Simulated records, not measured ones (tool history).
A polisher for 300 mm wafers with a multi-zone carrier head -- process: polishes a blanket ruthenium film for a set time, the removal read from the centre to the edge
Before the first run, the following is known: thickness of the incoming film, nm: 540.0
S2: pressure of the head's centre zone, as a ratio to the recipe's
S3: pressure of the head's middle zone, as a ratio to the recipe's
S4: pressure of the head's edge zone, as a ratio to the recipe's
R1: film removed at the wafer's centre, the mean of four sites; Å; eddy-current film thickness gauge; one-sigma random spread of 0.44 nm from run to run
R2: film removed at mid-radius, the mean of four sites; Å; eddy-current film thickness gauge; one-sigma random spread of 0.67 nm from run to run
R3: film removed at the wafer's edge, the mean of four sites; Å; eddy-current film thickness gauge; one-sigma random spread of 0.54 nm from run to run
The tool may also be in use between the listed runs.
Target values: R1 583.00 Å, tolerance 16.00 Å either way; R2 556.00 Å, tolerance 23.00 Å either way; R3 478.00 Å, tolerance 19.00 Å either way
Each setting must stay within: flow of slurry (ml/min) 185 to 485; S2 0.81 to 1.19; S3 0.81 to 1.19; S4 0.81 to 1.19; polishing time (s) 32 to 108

Run 1, hour 0.0: flow of slurry (ml/min) 310, S2 1.00, S3 1.00, S4 1.00, polishing time (s) 70. Result: R1 609.83 Å, R2 609.65 Å, R3 570.37 Å.
Run 2, hour 5.4: flow of slurry (ml/min) 310, S2 1.01, S3 1.00, S4 0.97, polishing time (s) 69. Result: R1 600.99 Å, R2 596.36 Å, R3 567.06 Å.
Run 3, hour 7.3: flow of slurry (ml/min) 315, S2 1.04, S3 1.03, S4 0.97, polishing time (s) 66. Result: R1 592.81 Å, R2 583.12 Å, R3 539.63 Å.
Run 4, hour 9.1: flow of slurry (ml/min) 315, S2 1.06, S3 1.05, S4 0.95, polishing time (s) 65. Result: R1 592.74 Å, R2 579.79 Å, R3 514.32 Å.
Run 5, hour 16.4: flow of slurry (ml/min) 310, S2 1.07, S3 1.05, S4 0.93, polishing time (s) 65. Result: R1 598.41 Å, R2 583.25 Å, R3 519.44 Å.
Run 6, hour 24.6: flow of slurry (ml/min) 310, S2 1.13, S3 1.05, S4 0.93, polishing time (s) 65. Result: R1 628.39 Å, R2 573.40 Å, R3 521.89 Å.
Run 7, hour 27.9: flow of slurry (ml/min) 310, S2 1.12, S3 1.05, S4 0.91, polishing time (s) 64. Result: R1 612.67 Å, R2 559.59 Å, R3 500.52 Å.
Run 8, hour 30.3: flow of slurry (ml/min) 305, S2 1.11, S3 1.05, S4 0.90, polishing time (s) 64. Result: R1 610.16 Å, R2 573.97 Å, R3 499.05 Å.

Consider the 5 candidate settings below. Which is the only one whose results all fall within their allowed miss of target?
Run A, hour 32.7: flow of slurry (ml/min) 285, S2 1.17, S3 1.00, S4 0.86, polishing time (s) 64. Result: R1 ?, R2 ?, R3 ?.
Run B, hour 32.7: flow of slurry (ml/min) 255, S2 1.05, S3 1.07, S4 0.89, polishing time (s) 68. Result: R1 ?, R2 ?, R3 ?.
Run C, hour 32.7: flow of slurry (ml/min) 310, S2 1.17, S3 1.00, S4 0.88, polishing time (s) 65. Result: R1 ?, R2 ?, R3 ?.
Run D, hour 32.7: flow of slurry (ml/min) 210, S2 1.13, S3 1.10, S4 0.91, polishing time (s) 62. Result: R1 ?, R2 ?, R3 ?.
Run E, hour 32.7: flow of slurry (ml/min) 315, S2 1.19, S3 1.17, S4 0.81, polishing time (s) 62. Result: R1 ?, R2 ?, R3 ?.

move      R1      R2      R3
   A  635.47  563.67  484.65
   B  605.54  626.82  519.31
   C  649.68  575.89  499.63
   D  581.06  575.15  472.71
   E  631.01  622.98  458.73
A: misses by more than the last run did
B: misses by more than the last run did
C: misses by more than the last run did
D: all results land within tolerance of their targets
E: misses by more than the last run did
Move D is the one to make.

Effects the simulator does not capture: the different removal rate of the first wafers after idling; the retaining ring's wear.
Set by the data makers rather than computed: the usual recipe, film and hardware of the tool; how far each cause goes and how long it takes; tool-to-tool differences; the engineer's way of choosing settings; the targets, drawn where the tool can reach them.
